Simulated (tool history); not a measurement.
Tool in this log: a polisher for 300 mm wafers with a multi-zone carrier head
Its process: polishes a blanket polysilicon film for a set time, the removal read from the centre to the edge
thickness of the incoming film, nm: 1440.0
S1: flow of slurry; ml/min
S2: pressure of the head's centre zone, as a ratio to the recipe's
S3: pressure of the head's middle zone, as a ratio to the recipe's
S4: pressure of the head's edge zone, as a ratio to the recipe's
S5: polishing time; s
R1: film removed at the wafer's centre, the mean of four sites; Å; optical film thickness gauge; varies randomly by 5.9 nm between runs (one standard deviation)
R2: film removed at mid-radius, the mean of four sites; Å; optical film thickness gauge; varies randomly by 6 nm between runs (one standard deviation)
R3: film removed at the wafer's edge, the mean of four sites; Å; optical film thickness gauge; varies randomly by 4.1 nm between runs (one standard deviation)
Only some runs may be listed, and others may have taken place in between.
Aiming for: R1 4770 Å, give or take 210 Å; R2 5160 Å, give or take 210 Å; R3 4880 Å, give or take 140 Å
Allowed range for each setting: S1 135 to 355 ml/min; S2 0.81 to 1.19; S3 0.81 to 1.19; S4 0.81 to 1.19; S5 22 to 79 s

run 1 day=0 | S1=225 S2=1 S3=1 S4=1 S5=50 | R1=4044.2 R2=4048.5 R3=4080.3
run 2 day=0.138 | S1=230 S2=1.01 S3=1.02 S4=1.02 S5=51 | R1=4202.8 R2=4184.6 R3=4166
run 3 day=0.2 | S1=235 S2=1.01 S3=1.03 S4=1.03 S5=52 | R1=4401.3 R2=4417.4 R3=4335.3
run 4 day=0.225 | S1=235 S2=1.01 S3=1.03 S4=1.1 S5=52 | R1=4297.7 R2=4292.5 R3=4473.2
run 5 day=0.433 | S1=245 S2=1.01 S3=1.05 S4=1.11 S5=52 | R1=4317.3 R2=4573.9 R3=4442.1
run 6 day=0.771 | S1=245 S2=1.01 S3=1.1 S4=1.11 S5=52 | R1=4371.1 R2=4671.9 R3=4499.3
run 7 day=1.046 | S1=250 S2=1.01 S3=1.1 S4=1.12 S5=52 | R1=4343.5 R2=4699.8 R3=4513.3
run 8 day=1.246 | S1=255 S2=1.01 S3=1.1 S4=1.13 S5=52 | R1=4365.7 R2=4642.1 R3=4533

Of the 5 settings listed for the next run, only one would bring every result within its allowed miss of target. Which one?
run A day=1.446 | S1=205 S2=1.07 S3=1.19 S4=0.97 S5=62 | R1=? R2=? R3=?
run B day=1.446 | S1=285 S2=1.07 S3=0.97 S4=1.16 S5=52 | R1=? R2=? R3=?
run C day=1.446 | S1=270 S2=1.05 S3=1.06 S4=1.17 S5=54 | R1=? R2=? R3=?
run D day=1.446 | S1=245 S2=1.06 S3=1.12 S4=1.07 S5=48 | R1=? R2=? R3=?
run E day=1.446 | S1=160 S2=1.01 S3=1.11 S4=1.04 S5=61 | R1=? R2=? R3=?

move=A R1=5373.7 R2=5783.1 R3=4904.4
move=B R1=4721.6 R2=4252.2 R3=4658
move=C R1=4782 R2=4732 R3=4830.9
move=D R1=4237.4 R2=4357.9 R3=4063.1
move=E R1=4736.4 R2=5121.3 R3=4832.4
A: corrects the largest miss of the last run, while another result sits out of spec
B: its largest miss is bigger than the last run's
C: corrects the largest miss of the last run, while another result sits out of spec
D: its largest miss is bigger than the last run's
E: in spec on every target
The right move is E.

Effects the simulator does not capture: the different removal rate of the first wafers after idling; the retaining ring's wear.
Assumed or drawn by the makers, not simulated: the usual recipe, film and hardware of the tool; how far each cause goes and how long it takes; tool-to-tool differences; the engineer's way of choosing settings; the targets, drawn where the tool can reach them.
